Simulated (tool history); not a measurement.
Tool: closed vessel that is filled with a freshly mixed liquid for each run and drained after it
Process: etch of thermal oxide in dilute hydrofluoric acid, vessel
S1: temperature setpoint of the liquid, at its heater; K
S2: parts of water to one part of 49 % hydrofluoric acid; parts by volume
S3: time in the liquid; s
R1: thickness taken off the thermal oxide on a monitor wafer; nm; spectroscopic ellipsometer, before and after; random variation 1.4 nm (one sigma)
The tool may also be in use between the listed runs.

| run | hour | S1 | S2 | S3 | R1 |
|---|---|---|---|---|---|
| 1 | 0.0 | 294.15 | 80 | 1335 | 64.210 |
| 2 | 7.4 | 296.15 | 80 | 1335 | 69.456 |
| 3 | 14.8 | 296.15 | 95 | 1335 | 57.678 |
| 4 | 17.6 | 297.65 | 80 | 1340 | 74.419 |
| 5 | 21.8 | 298.65 | 70 | 1340 | 90.692 |
| 6 | 26.0 | 298.65 | 70 | 1335 | 89.141 |
| 7 | 29.4 | 299.65 | 65 | 1335 | 100.920 |
| 8 | 36.9 | 300.15 | 60 | 1335 | 113.400 |
| 9 | 42.0 | 300.65 | 60 | 1335 | 114.660 |
| 10 | 45.0 | 300.65 | 60 | 1335 | 114.450 |

Forecast run 11:
| 11 | 52.3 | 301.15 | 55 | 1335 | ? |

{"run 11": {"R1": 129.4}}

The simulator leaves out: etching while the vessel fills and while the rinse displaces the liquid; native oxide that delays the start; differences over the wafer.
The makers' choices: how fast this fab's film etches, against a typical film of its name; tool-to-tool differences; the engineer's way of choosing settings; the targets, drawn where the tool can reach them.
